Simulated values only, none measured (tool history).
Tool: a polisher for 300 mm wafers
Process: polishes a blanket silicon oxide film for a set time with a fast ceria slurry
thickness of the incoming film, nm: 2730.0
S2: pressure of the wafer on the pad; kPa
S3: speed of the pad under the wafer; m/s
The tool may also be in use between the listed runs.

Run 1, hour 0.0: flow of slurry (ml/min) 130, S2 15.9 kPa, S3 0.96 m/s, polishing time (s) 58. Result: film removed (Å) 8382.7.
Run 2, hour 2.5: flow of slurry (ml/min) 130, S2 15.9 kPa, S3 0.96 m/s, polishing time (s) 53. Result: film removed (Å) 7694.1.
Run 3, hour 3.2: flow of slurry (ml/min) 130, S2 13.8 kPa, S3 0.96 m/s, polishing time (s) 53. Result: film removed (Å) 6688.5.
Run 4, hour 7.6: flow of slurry (ml/min) 125, S2 13.1 kPa, S3 0.96 m/s, polishing time (s) 53. Result: film removed (Å) 6424.6.
Run 5, hour 15.3: flow of slurry (ml/min) 110, S2 13.1 kPa, S3 0.96 m/s, polishing time (s) 53. Result: film removed (Å) 6150.7.
Run 6, hour 22.6: flow of slurry (ml/min) 110, S2 15.2 kPa, S3 0.96 m/s, polishing time (s) 53. Result: film removed (Å) 7033.9.
Run 7, hour 23.5: flow of slurry (ml/min) 105, S2 14.5 kPa, S3 0.96 m/s, polishing time (s) 53. Result: film removed (Å) 6671.4.
Run 8, hour 30.6: flow of slurry (ml/min) 100, S2 13.8 kPa, S3 0.96 m/s, polishing time (s) 53. Result: film removed (Å) 6461.8.
Run 9, hour 38.3: flow of slurry (ml/min) 100, S2 13.1 kPa, S3 0.96 m/s, polishing time (s) 53. Result: film removed (Å) 6084.6.
Run 10, hour 46.9: flow of slurry (ml/min) 100, S2 12.4 kPa, S3 0.96 m/s, polishing time (s) 53. Result: film removed (Å) 5793.1.
Run 11, hour 49.6: flow of slurry (ml/min) 100, S2 11.7 kPa, S3 0.96 m/s, polishing time (s) 53. Result: film removed (Å) 5500.4.

Forecast run 12:
Run 12, hour 54.5: flow of slurry (ml/min) 100, S2 11.0 kPa, S3 0.96 m/s, polishing time (s) 53. Result: film removed (Å) ?.

film removed (Å): 5319.7
